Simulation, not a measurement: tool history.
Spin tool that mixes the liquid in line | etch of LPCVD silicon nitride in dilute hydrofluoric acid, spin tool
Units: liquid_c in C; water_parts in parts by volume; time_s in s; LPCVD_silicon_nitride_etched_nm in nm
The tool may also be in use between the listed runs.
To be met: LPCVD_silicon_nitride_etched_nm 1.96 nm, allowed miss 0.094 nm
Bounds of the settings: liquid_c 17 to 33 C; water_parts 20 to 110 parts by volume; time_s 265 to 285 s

run	hour	liquid_c	water_parts	time_s	LPCVD_silicon_nitride_etched_nm
1	0	25	60	265	2.4169
2	2.1	24	60	265	2.2648
3	4.2	23.5	60	265	2.2132
4	12.1	23.5	80	265	1.6862
5	19.2	22	80	265	1.5396
6	24.9	22	80	285	1.6442
7	33.1	22.5	80	285	1.7045
8	34.9	23	80	285	1.7425
9	39.8	23.5	80	285	1.8505

Which of these 5 next moves meets every target?
A	44.7	23	75	270	?
B	44.7	22.5	75	275	?
C	44.7	27	95	285	?
D	44.7	24	80	265	?
E	44.7	23	80	270	?

move	LPCVD_silicon_nitride_etched_nm
A	1.8057
B	1.7782
C	1.9633
D	1.7782
E	1.6947
A: further off than the last run
B: further off than the last run
C: meets every target
D: further off than the last run
E: further off than the last run
Answer: C

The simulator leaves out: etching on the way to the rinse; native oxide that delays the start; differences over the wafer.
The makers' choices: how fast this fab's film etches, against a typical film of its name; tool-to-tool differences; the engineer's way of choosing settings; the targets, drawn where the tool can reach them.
